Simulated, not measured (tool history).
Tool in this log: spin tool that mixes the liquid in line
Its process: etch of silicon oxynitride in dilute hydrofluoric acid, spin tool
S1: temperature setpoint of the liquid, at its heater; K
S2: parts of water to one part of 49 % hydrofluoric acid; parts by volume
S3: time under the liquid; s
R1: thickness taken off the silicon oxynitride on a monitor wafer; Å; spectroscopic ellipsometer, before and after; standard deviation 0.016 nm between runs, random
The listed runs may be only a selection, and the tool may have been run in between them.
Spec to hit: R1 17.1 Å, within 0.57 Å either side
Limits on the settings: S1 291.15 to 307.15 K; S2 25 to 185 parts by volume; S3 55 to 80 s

Run 1, hour 0: S1 299.15 K, S2 105 parts by volume, S3 80 s. Result: R1 21.69 Å.
Run 2, hour 5.2: S1 301.65 K, S2 105 parts by volume, S3 80 s. Result: R1 24.343 Å.
Run 3, hour 10: S1 300.65 K, S2 105 parts by volume, S3 80 s. Result: R1 23.678 Å.
Run 4, hour 16.6: S1 300.15 K, S2 105 parts by volume, S3 80 s. Result: R1 22.653 Å.
Run 5, hour 19: S1 299.65 K, S2 105 parts by volume, S3 80 s. Result: R1 22.113 Å.
Run 6, hour 27.9: S1 299.15 K, S2 105 parts by volume, S3 80 s. Result: R1 21.475 Å.
Run 7, hour 35.2: S1 298.65 K, S2 105 parts by volume, S3 80 s. Result: R1 21.2 Å.
Run 8, hour 42.9: S1 298.15 K, S2 105 parts by volume, S3 80 s. Result: R1 20.344 Å.
At hour 46.5: thermometer replaced.
Run 9, hour 46.5: S1 297.65 K, S2 105 parts by volume, S3 80 s. Result: R1 18.563 Å.
Run 10, hour 47.8: S1 297.15 K, S2 105 parts by volume, S3 80 s. Result: R1 17.983 Å.

Pick the move, out of 4, that brings all results within their allowed miss; only one does.
Run A, hour 49.1: S1 296.15 K, S2 90 parts by volume, S3 75 s. Result: R1 ?.
Run B, hour 49.1: S1 297.15 K, S2 105 parts by volume, S3 75 s. Result: R1 ?.
Run C, hour 49.1: S1 296.65 K, S2 110 parts by volume, S3 75 s. Result: R1 ?.
Run D, hour 49.1: S1 301.15 K, S2 135 parts by volume, S3 75 s. Result: R1 ?.

move      R1
   A  19.124
   B  16.979
   C  15.765
   D  15.453
A: moves away from the targets compared with the last run
B: each result inside its tolerance
C: moves the result that the last run missed by most past its target, out the other side
D: moves the result that the last run missed by most past its target, out the other side
B is the move that brings every result within its allowed miss.
